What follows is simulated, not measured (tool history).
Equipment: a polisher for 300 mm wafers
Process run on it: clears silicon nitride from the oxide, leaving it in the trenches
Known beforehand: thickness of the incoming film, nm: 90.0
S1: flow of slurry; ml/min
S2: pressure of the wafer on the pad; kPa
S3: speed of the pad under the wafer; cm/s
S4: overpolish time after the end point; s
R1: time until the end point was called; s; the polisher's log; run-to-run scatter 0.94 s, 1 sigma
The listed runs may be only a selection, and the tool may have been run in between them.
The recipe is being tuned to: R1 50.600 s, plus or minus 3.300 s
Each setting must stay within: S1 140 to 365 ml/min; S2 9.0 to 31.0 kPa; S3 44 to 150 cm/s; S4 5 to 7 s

{"run": 1, "hour": 0.0, "S1": 235, "S2": 20.0, "S3": 96, "S4": 7, "R1": 88.083}
{"run": 2, "hour": 2.1, "S1": 235, "S2": 20.0, "S3": 96, "S4": 5, "R1": 87.359}
{"run": 3, "hour": 8.7, "S1": 235, "S2": 22.8, "S3": 98, "S4": 5, "R1": 78.965}
{"run": 4, "hour": 15.1, "S1": 235, "S2": 20.7, "S3": 98, "S4": 5, "R1": 84.338}
{"run": 5, "hour": 21.0, "S1": 235, "S2": 20.7, "S3": 98, "S4": 5, "R1": 84.677}
{"run": 6, "hour": 22.9, "S1": 235, "S2": 20.7, "S3": 98, "S4": 5, "R1": 83.836}
{"run": 7, "hour": 30.2, "S1": 235, "S2": 23.4, "S3": 102, "S4": 5, "R1": 73.342}
{"run": 8, "hour": 33.7, "S1": 235, "S2": 25.5, "S3": 106, "S4": 5, "R1": 60.911}
{"run": 9, "hour": 34.9, "S1": 235, "S2": 29.0, "S3": 108, "S4": 5, "R1": 54.43}

Which one of the following 5 next-run settings gets every result inside its allowed miss? There is exactly one.
{"run": "A", "hour": 36.1, "S1": 265, "S2": 30.3, "S3": 96, "S4": 7, "R1": "?"}
{"run": "B", "hour": 36.1, "S1": 250, "S2": 27.6, "S3": 108, "S4": 5, "R1": "?"}
{"run": "C", "hour": 36.1, "S1": 140, "S2": 26.9, "S3": 114, "S4": 5, "R1": "?"}
{"run": "D", "hour": 36.1, "S1": 205, "S2": 31.0, "S3": 110, "S4": 5, "R1": "?"}
{"run": "E", "hour": 36.1, "S1": 260, "S2": 29.6, "S3": 100, "S4": 7, "R1": "?"}

move=A R1=56.512
move=B R1=56.080
move=C R1=60.020
move=D R1=50.406
move=E R1=55.810
A: further off than the last run
B: further off than the last run
C: further off than the last run
D: each result inside its tolerance
E: further off than the last run
The right move is D.

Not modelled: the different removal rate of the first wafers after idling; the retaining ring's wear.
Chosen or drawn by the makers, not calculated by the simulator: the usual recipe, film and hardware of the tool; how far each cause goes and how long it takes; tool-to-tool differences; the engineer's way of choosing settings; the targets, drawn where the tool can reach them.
